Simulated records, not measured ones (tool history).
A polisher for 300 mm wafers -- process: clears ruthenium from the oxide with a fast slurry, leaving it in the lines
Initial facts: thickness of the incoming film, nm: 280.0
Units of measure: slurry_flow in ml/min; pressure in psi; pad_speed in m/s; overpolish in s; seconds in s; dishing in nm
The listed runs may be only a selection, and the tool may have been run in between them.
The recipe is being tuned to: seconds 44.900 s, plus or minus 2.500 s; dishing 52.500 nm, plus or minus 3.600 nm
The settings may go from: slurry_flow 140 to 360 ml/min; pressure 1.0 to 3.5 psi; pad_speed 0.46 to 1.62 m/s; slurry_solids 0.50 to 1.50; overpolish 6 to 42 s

run 1 hour=0.0 | slurry_flow=230 pressure=2.2 pad_speed=1.04 slurry_solids=1.00 overpolish=21 | seconds=69.323 dishing=57.619
run 2 hour=7.1 | slurry_flow=230 pressure=2.3 pad_speed=1.04 slurry_solids=1.00 overpolish=19 | seconds=67.802 dishing=56.427
run 3 hour=11.0 | slurry_flow=230 pressure=2.3 pad_speed=1.04 slurry_solids=0.90 overpolish=19 | seconds=69.802 dishing=54.046
run 4 hour=17.3 | slurry_flow=230 pressure=2.3 pad_speed=1.04 slurry_solids=0.90 overpolish=10 | seconds=69.174 dishing=31.082
run 5 hour=19.1 | slurry_flow=230 pressure=2.3 pad_speed=0.82 slurry_solids=0.90 overpolish=10 | seconds=85.785 dishing=27.273
run 6 hour=26.8 | slurry_flow=230 pressure=2.5 pad_speed=0.84 slurry_solids=0.90 overpolish=10 | seconds=77.627 dishing=28.493
run 7 hour=33.5 | slurry_flow=230 pressure=2.6 pad_speed=0.86 slurry_solids=0.90 overpolish=11 | seconds=72.484 dishing=33.103
run 8 hour=35.9 | slurry_flow=230 pressure=2.7 pad_speed=0.88 slurry_solids=0.90 overpolish=11 | seconds=69.804 dishing=34.100
run 9 hour=43.7 | slurry_flow=230 pressure=2.8 pad_speed=0.90 slurry_solids=0.90 overpolish=11 | seconds=65.121 dishing=34.675
run 10 hour=46.2 | slurry_flow=230 pressure=2.9 pad_speed=0.92 slurry_solids=0.90 overpolish=11 | seconds=62.959 dishing=36.597
run 11 hour=51.2 | slurry_flow=230 pressure=3.0 pad_speed=0.94 slurry_solids=0.90 overpolish=11 | seconds=60.444 dishing=38.785
run 12 hour=52.5 | slurry_flow=230 pressure=3.1 pad_speed=0.96 slurry_solids=0.90 overpolish=11 | seconds=57.434 dishing=38.751
run 13 hour=60.9 | slurry_flow=230 pressure=3.2 pad_speed=0.98 slurry_solids=0.90 overpolish=11 | seconds=55.750 dishing=40.219
run 14 hour=65.1 | slurry_flow=230 pressure=3.5 pad_speed=1.12 slurry_solids=0.90 overpolish=14 | seconds=45.354 dishing=56.344

5 next moves are on the table. One of them brings every result within its allowed miss. Which?
run A hour=69.3 | slurry_flow=160 pressure=3.5 pad_speed=1.38 slurry_solids=0.95 overpolish=12 | seconds=? dishing=?
run B hour=69.3 | slurry_flow=220 pressure=3.5 pad_speed=1.20 slurry_solids=0.80 overpolish=15 | seconds=? dishing=?
run C hour=69.3 | slurry_flow=240 pressure=3.4 pad_speed=1.16 slurry_solids=1.00 overpolish=12 | seconds=? dishing=?
run D hour=69.3 | slurry_flow=265 pressure=3.5 pad_speed=0.98 slurry_solids=1.10 overpolish=16 | seconds=? dishing=?
run E hour=69.3 | slurry_flow=225 pressure=3.5 pad_speed=1.20 slurry_solids=0.75 overpolish=18 | seconds=? dishing=?

move=A seconds=40.133 dishing=56.107
move=B seconds=45.769 dishing=60.122
move=C seconds=43.785 dishing=52.457
move=D seconds=46.720 dishing=62.105
move=E seconds=46.814 dishing=67.493
A: the biggest miss grows against the last run
B: the biggest miss grows against the last run
C: meets every target
D: the biggest miss grows against the last run
E: the biggest miss grows against the last run
Correct choice: C, which meets every target
